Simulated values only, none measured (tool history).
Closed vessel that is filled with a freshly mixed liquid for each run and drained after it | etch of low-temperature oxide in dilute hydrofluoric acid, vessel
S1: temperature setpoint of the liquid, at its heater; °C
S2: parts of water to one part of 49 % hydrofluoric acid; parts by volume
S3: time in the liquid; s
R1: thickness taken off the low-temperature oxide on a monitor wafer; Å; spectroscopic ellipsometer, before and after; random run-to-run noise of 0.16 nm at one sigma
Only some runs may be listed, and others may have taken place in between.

run 1 hour=0.0 | S1=23.0 S2=240 S3=195 | R1=140.72
run 2 hour=6.1 | S1=21.5 S2=240 S3=195 | R1=133.18
run 3 hour=9.2 | S1=24.5 S2=235 S3=195 | R1=152.51
run 4 hour=14.7 | S1=26.5 S2=230 S3=195 | R1=169.70
run 5 hour=20.2 | S1=27.5 S2=230 S3=195 | R1=177.15
run 6 hour=22.2 | S1=27.5 S2=275 S3=195 | R1=137.87
run 7 hour=29.1 | S1=28.5 S2=260 S3=195 | R1=153.95
run 8 hour=32.8 | S1=29.0 S2=250 S3=195 | R1=164.23

Run 9, settings as shown, results not yet in. Your forecast:
run 9 hour=40.8 | S1=29.5 S2=240 S3=195 | R1=?

{"run 9": {"R1": 176.08}}

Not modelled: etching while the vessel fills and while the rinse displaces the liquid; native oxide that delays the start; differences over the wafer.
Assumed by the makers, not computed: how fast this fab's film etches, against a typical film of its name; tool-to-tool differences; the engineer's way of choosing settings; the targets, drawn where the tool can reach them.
